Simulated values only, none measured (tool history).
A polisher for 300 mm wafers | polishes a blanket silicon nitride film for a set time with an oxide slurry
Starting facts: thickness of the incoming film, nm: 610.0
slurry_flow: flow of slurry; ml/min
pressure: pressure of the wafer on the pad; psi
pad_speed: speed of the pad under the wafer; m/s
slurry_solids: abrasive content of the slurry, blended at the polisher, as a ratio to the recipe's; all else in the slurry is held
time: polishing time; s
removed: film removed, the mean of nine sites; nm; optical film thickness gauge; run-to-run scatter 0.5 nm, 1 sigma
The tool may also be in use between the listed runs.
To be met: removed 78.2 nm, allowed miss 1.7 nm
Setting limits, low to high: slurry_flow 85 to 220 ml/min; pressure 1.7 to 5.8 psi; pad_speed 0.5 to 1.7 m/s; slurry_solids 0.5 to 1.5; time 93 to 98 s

| run | hour | slurry_flow | pressure | pad_speed | slurry_solids | time | removed |
|---|---|---|---|---|---|---|---|
| 1 | 0 | 140 | 3.7 | 1.1 | 1 | 93 | 62.449 |
| 2 | 5.5 | 140 | 3.7 | 1.1 | 1 | 98 | 65.831 |
| 3 | 10.5 | 155 | 3.8 | 1.1 | 1 | 98 | 67.88 |
| 4 | 15 | 155 | 4 | 1.1 | 1 | 98 | 71.392 |
| 5 | 21 | 155 | 4 | 1.1 | 0.9 | 98 | 69.167 |
| 6 | 23.7 | 155 | 4.2 | 1.1 | 0.9 | 98 | 72.511 |
| 7 | 27.1 | 155 | 4.2 | 1.1 | 0.9 | 98 | 71.762 |
| 8 | 29.8 | 195 | 4.3 | 1.1 | 0.9 | 98 | 76.035 |
|  | 34.1 | head pressure recalibrated |
| 9 | 34.1 | 195 | 4.4 | 1.1 | 0.9 | 98 | 81.682 |
| 10 | 38.6 | 190 | 4.4 | 1.1 | 0.9 | 98 | 81.196 |
| 11 | 44.7 | 185 | 4.4 | 1.1 | 0.9 | 98 | 81.168 |

5 next moves are on the table. One of them brings every result within its allowed miss. Which?
| A | 50.8 | 180 | 4.5 | 1.24 | 0.85 | 97 | ? |
| B | 50.8 | 195 | 5.1 | 0.98 | 0.8 | 98 | ? |
| C | 50.8 | 175 | 4.7 | 1.16 | 0.9 | 95 | ? |
| D | 50.8 | 185 | 4.2 | 1.22 | 0.85 | 94 | ? |
| E | 50.8 | 190 | 4.5 | 1.18 | 0.85 | 94 | ? |

| move | removed |
|---|---|
| A | 86.964 |
| B | 82.334 |
| C | 85.991 |
| D | 78.66 |
| E | 82.011 |
A: its largest miss is bigger than the last run's
B: its largest miss is bigger than the last run's
C: its largest miss is bigger than the last run's
D: all results land within tolerance of their targets
E: its largest miss is bigger than the last run's
The move that meets every target is D.
